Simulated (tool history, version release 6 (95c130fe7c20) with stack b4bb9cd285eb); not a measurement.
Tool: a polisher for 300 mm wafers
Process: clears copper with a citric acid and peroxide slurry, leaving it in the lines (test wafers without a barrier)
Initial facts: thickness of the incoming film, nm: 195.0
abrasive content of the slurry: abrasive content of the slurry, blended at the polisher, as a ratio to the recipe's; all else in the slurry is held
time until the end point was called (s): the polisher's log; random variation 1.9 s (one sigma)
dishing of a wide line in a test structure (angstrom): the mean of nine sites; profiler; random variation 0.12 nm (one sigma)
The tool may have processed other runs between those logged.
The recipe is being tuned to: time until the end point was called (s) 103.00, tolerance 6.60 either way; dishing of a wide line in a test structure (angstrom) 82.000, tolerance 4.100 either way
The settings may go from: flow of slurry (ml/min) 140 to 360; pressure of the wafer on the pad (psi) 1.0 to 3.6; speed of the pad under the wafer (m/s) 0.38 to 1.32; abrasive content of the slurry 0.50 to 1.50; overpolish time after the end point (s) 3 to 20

run,hour,flow of slurry (ml/min),pressure of the wafer on the pad (psi),speed of the pad under the wafer (m/s),abrasive content of the slurry,overpolish time after the end point (s),time until the end point was called (s),dishing of a wide line in a test structure (angstrom)
1,0.0,230,2.3,0.84,1.00,10,146.41,98.407
2,3.5,230,2.3,0.84,0.90,10,143.92,94.203
3,9.4,265,2.3,0.84,0.90,10,144.04,97.780
4,14.5,265,2.3,0.84,0.90,7,144.31,69.746
5,20.0,265,2.3,0.84,1.00,7,142.59,70.191
6,23.8,265,2.5,0.84,1.00,7,135.05,75.401
7,25.8,265,2.6,0.84,1.00,7,129.07,76.123
8,34.0,265,2.7,0.84,1.00,7,123.58,81.822
9,34.6,265,2.8,0.84,1.00,7,118.12,81.263
10,36.3,265,2.9,0.84,1.00,7,114.48,84.969
11,38.5,265,3.0,0.84,1.00,7,113.69,89.556
12,40.5,270,3.2,0.88,1.00,5,101.33,70.323

Consider the 5 candidate settings below. Which is the only one whose results all fall within their allowed miss of target?
A,42.5,355,2.9,0.86,1.30,4,?,?
B,42.5,225,2.7,0.82,1.25,8,?,?
C,42.5,270,3.3,0.84,0.90,6,?,?
D,42.5,265,3.1,0.76,0.95,7,?,?
E,42.5,245,3.3,0.68,1.15,7,?,?

move,time until the end point was called (s),dishing of a wide line in a test structure (angstrom)
A,104.41,55.062
B,122.42,91.425
C,102.49,82.655
D,119.16,82.874
E,121.72,81.297
A: lands further from the targets than the last run did
B: takes the result that was furthest off past its target
C: meets every target
D: meets the target for the result that was furthest off, but another lies outside its allowed miss
E: meets the target for the result that was furthest off, but another lies outside its allowed miss
C is the move that brings every result within its allowed miss.
